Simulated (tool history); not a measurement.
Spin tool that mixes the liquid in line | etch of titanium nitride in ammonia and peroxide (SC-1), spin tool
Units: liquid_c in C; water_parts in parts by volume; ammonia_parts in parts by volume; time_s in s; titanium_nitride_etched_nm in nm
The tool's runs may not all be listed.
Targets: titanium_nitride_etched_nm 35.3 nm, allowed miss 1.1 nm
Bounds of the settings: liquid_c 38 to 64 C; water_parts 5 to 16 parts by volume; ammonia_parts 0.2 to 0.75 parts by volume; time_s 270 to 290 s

run  hour  liquid_c  water_parts  ammonia_parts  time_s  titanium_nitride_etched_nm
  1     0        48            9           0.45     270                       24.32
  2   0.9      54.5            9           0.45     270                      37.418
  3   9.2        48            9           0.45     270                      24.098
  4  11.1        41            9           0.45     270                      14.813
  5  18.9        41            9            0.3     270                      13.599
  6  26.3        41            9            0.3     290                      14.582
  7  32.9        41            9            0.3     290                      14.657
  8  33.6        49            9            0.3     290                      25.941
  9  34.8      49.5            9            0.3     290                      26.858
 10  37.7        50            9            0.3     290                      28.119
 11  44.1        54            9            0.3     290                      36.413

Which of these 5 next moves meets every target?
  A  50.5        55            8            0.2     280                           ?
  B  50.5        55            7            0.2     275                           ?
  C  50.5      54.5          8.5            0.3     290                           ?
  D  50.5        57          9.5            0.2     270                           ?
  E  50.5      54.5            9            0.3     270                           ?

move  titanium_nitride_etched_nm
   A                       38.03
   B                      40.021
   C                      39.759
   D                       38.31
   E                      35.928
A: further off than the last run
B: further off than the last run
C: further off than the last run
D: further off than the last run
E: meets every target
The right move is E.
